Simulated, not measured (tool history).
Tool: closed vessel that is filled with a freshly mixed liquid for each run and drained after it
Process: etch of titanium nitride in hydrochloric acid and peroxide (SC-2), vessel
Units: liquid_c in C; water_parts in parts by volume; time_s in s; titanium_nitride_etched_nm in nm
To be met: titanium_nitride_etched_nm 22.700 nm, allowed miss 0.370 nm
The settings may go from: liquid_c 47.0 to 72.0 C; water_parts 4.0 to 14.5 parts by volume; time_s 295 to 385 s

Run 1, hour 0.0: liquid_c 63.0 C, water_parts 8.0 parts by volume, time_s 385 s. Result: titanium_nitride_etched_nm 21.172 nm.
Run 2, hour 6.2: liquid_c 67.5 C, water_parts 8.0 parts by volume, time_s 385 s. Result: titanium_nitride_etched_nm 27.897 nm.
Run 3, hour 12.7: liquid_c 62.0 C, water_parts 8.0 parts by volume, time_s 385 s. Result: titanium_nitride_etched_nm 19.970 nm.
Run 4, hour 16.7: liquid_c 62.5 C, water_parts 8.0 parts by volume, time_s 385 s. Result: titanium_nitride_etched_nm 20.378 nm.
Run 5, hour 18.4: liquid_c 62.5 C, water_parts 8.0 parts by volume, time_s 295 s. Result: titanium_nitride_etched_nm 15.660 nm.
Run 6, hour 20.6: liquid_c 64.5 C, water_parts 8.0 parts by volume, time_s 295 s. Result: titanium_nitride_etched_nm 17.772 nm.
Run 7, hour 28.8: liquid_c 66.0 C, water_parts 8.0 parts by volume, time_s 295 s. Result: titanium_nitride_etched_nm 19.482 nm.
Run 8, hour 36.4: liquid_c 67.0 C, water_parts 8.0 parts by volume, time_s 295 s. Result: titanium_nitride_etched_nm 20.549 nm.
Run 9, hour 38.0: liquid_c 69.0 C, water_parts 8.0 parts by volume, time_s 295 s. Result: titanium_nitride_etched_nm 23.173 nm.

Which of these 4 next moves meets every target?
Run A, hour 39.6: liquid_c 69.5 C, water_parts 9.5 parts by volume, time_s 310 s. Result: titanium_nitride_etched_nm ?.
Run B, hour 39.6: liquid_c 69.5 C, water_parts 10.5 parts by volume, time_s 350 s. Result: titanium_nitride_etched_nm ?.
Run C, hour 39.6: liquid_c 67.0 C, water_parts 8.0 parts by volume, time_s 310 s. Result: titanium_nitride_etched_nm ?.
Run D, hour 39.6: liquid_c 65.5 C, water_parts 8.5 parts by volume, time_s 360 s. Result: titanium_nitride_etched_nm ?.

move  titanium_nitride_etched_nm
   A                      21.722
   B                      22.563
   C                      21.514
   D                      21.732
A: takes the result that was furthest off past its target
B: meets every target
C: takes the result that was furthest off past its target
D: takes the result that was furthest off past its target
Answer: B

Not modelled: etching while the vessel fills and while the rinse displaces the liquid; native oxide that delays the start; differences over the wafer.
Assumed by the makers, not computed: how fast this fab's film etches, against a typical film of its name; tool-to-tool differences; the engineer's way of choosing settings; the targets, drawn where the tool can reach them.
